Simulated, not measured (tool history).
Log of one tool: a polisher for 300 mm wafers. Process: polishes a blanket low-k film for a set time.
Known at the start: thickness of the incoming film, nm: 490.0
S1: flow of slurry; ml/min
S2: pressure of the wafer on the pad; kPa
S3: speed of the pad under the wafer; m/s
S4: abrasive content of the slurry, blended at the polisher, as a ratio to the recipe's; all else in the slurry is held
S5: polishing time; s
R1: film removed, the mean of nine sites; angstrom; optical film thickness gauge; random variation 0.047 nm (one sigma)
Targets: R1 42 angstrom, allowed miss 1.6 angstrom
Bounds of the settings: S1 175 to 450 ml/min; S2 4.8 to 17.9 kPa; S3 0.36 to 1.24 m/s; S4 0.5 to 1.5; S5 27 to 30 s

| run | hour | S1 | S2 | S3 | S4 | S5 | R1 |
|---|---|---|---|---|---|---|---|
| 1 | 0 | 290 | 11 | 0.8 | 1 | 30 | 67.63 |
| 2 | 8.8 | 290 | 11 | 0.8 | 0.8 | 30 | 58.762 |
| 3 | 17 | 290 | 10.3 | 0.8 | 0.8 | 30 | 56.428 |
| 4 | 21.1 | 290 | 10.3 | 0.96 | 0.8 | 30 | 66.156 |
| 5 | 23.3 | 290 | 9 | 0.96 | 0.8 | 30 | 59.218 |
| 6 | 27.4 | 290 | 9 | 1.08 | 0.8 | 30 | 65.463 |
| 7 | 33.3 | 290 | 7.6 | 1.06 | 0.8 | 30 | 60.355 |
| 8 | 35.7 | 290 | 4.8 | 0.84 | 0.75 | 30 | 38.121 |
| 9 | 38.3 | 290 | 5.5 | 0.84 | 0.75 | 30 | 41.002 |
| 10 | 41.5 | 290 | 5.5 | 0.84 | 0.75 | 30 | 40 |
| 11 | 46.5 | 290 | 5.5 | 0.84 | 0.75 | 30 | 40.143 |

Which of these 4 next moves meets every target?
| A | 51.5 | 245 | 6.2 | 0.82 | 0.75 | 27 | ? |
| B | 51.5 | 225 | 4.8 | 0.9 | 0.9 | 29 | ? |
| C | 51.5 | 235 | 5.5 | 0.94 | 0.7 | 29 | ? |
| D | 51.5 | 315 | 5.5 | 0.74 | 0.9 | 28 | ? |

| move | R1 |
|---|---|
| A | 36.663 |
| B | 42.038 |
| C | 39.062 |
| D | 39.07 |
A: further off than the last run
B: meets every target
C: further off than the last run
D: further off than the last run
Answer: B
